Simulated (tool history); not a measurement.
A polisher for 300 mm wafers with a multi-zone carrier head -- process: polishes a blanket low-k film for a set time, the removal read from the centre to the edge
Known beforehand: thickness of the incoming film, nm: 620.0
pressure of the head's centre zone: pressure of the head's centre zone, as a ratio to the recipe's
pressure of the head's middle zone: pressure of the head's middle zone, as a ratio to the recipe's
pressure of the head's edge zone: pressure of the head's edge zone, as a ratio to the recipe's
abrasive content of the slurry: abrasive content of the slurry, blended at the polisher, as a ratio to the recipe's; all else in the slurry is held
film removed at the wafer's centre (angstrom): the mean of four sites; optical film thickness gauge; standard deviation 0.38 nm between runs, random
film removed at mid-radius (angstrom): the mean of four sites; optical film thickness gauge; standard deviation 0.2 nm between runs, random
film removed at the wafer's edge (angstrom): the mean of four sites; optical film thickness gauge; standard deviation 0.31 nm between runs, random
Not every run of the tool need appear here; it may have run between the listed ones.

| run | day | flow of slurry (ml/min) | pressure of the head's centre zone | pressure of the head's middle zone | pressure of the head's edge zone | abrasive content of the slurry | polishing time (s) | film removed at the wafer's centre (angstrom) | film removed at mid-radius (angstrom) | film removed at the wafer's edge (angstrom) |
|---|---|---|---|---|---|---|---|---|---|---|
| 1 | 0 | 135 | 1 | 1 | 1 | 1 | 84 | 322.49 | 314.2 | 314.81 |
| 2 | 0.329 | 160 | 1 | 1 | 1 | 1 | 84 | 330.81 | 330.97 | 335.94 |
| 3 | 0.633 | 160 | 1 | 1.07 | 1 | 1 | 84 | 340.85 | 351.49 | 334.29 |
| 4 | 0.696 | 140 | 0.99 | 1.03 | 0.97 | 0.95 | 84 | 308.89 | 319.07 | 315.56 |
| 5 | 0.821 | 125 | 1 | 1.02 | 0.96 | 0.9 | 84 | 305.51 | 303.89 | 295.92 |
| 6 | 0.846 | 125 | 1 | 0.94 | 0.96 | 0.9 | 84 | 301.65 | 281.01 | 299.93 |
| 7 | 0.888 | 115 | 0.99 | 0.95 | 0.95 | 0.9 | 84 | 284.34 | 279.42 | 287.03 |
| 8 | 1.042 | 105 | 0.99 | 0.94 | 0.94 | 0.9 | 84 | 288.82 | 269.18 | 279.04 |
| 9 | 1.4 | 100 | 0.98 | 0.94 | 0.94 | 0.9 | 84 | 268.06 | 263.7 | 279.2 |

For run 10, what comes out?
| 10 | 1.567 | 100 | 0.98 | 0.94 | 0.93 | 0.9 | 84 | ? | ? | ? |

For run 10 the tool returned film removed at the wafer's centre (angstrom) 261.74, film removed at mid-radius (angstrom) 269.35, film removed at the wafer's edge (angstrom) 280.01.

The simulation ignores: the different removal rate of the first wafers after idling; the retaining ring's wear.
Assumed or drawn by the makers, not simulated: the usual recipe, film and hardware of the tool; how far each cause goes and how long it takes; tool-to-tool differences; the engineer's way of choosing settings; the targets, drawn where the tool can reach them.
